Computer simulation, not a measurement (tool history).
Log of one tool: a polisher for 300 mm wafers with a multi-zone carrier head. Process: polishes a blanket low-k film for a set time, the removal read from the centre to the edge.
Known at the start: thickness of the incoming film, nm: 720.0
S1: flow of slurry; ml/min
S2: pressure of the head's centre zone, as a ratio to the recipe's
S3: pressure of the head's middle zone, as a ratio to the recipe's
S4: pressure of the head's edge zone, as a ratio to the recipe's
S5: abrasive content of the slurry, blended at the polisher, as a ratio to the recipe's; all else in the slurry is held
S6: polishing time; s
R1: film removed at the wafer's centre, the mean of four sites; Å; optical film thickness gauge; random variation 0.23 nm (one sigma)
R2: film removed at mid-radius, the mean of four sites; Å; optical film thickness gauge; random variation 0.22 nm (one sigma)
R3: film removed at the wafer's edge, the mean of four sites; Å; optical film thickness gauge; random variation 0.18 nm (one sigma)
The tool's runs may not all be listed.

{"run": 1, "hour": 0.0, "S1": 170, "S2": 1.0, "S3": 1.0, "S4": 1.0, "S5": 1.0, "S6": 58, "R1": 163.91, "R2": 175.14, "R3": 173.24}
{"run": 2, "hour": 7.3, "S1": 170, "S2": 1.0, "S3": 1.0, "S4": 1.0, "S5": 1.0, "S6": 50, "R1": 136.89, "R2": 146.21, "R3": 151.34}
{"run": 3, "hour": 10.1, "S1": 170, "S2": 1.0, "S3": 0.96, "S4": 1.0, "S5": 1.0, "S6": 50, "R1": 139.41, "R2": 143.46, "R3": 151.55}
{"run": 4, "hour": 11.5, "S1": 170, "S2": 1.0, "S3": 1.01, "S4": 1.0, "S5": 1.0, "S6": 50, "R1": 141.11, "R2": 150.17, "R3": 149.88}
{"run": 5, "hour": 14.5, "S1": 175, "S2": 1.01, "S3": 1.0, "S4": 1.03, "S5": 1.1, "S6": 50, "R1": 148.26, "R2": 151.3, "R3": 158.95}
{"run": 6, "hour": 18.1, "S1": 175, "S2": 1.01, "S3": 1.0, "S4": 1.03, "S5": 1.25, "S6": 50, "R1": 152.0, "R2": 159.38, "R3": 161.57}
{"run": 7, "hour": 19.0, "S1": 180, "S2": 1.01, "S3": 0.99, "S4": 1.05, "S5": 1.3, "S6": 51, "R1": 156.1, "R2": 166.16, "R3": 169.71}
{"run": 8, "hour": 27.5, "S1": 185, "S2": 1.02, "S3": 0.97, "S4": 1.07, "S5": 1.35, "S6": 52, "R1": 163.31, "R2": 165.87, "R3": 176.89}
{"run": 9, "hour": 33.7, "S1": 190, "S2": 1.02, "S3": 0.96, "S4": 1.09, "S5": 1.35, "S6": 53, "R1": 170.95, "R2": 170.11, "R3": 183.25}
{"run": 10, "hour": 37.1, "S1": 195, "S2": 1.02, "S3": 0.95, "S4": 1.11, "S5": 1.35, "S6": 54, "R1": 171.49, "R2": 173.13, "R3": 188.3}
{"run": 11, "hour": 43.9, "S1": 200, "S2": 1.02, "S3": 0.94, "S4": 1.12, "S5": 1.35, "S6": 55, "R1": 172.86, "R2": 172.33, "R3": 193.79}

The next listed run, before its measurement:
{"run": 12, "hour": 45.9, "S1": 205, "S2": 1.03, "S3": 0.94, "S4": 1.13, "S5": 1.35, "S6": 55, "R1": "?", "R2": "?", "R3": "?"}

{"run 12": {"R1": 179.02, "R2": 172.8, "R3": 197.77}}
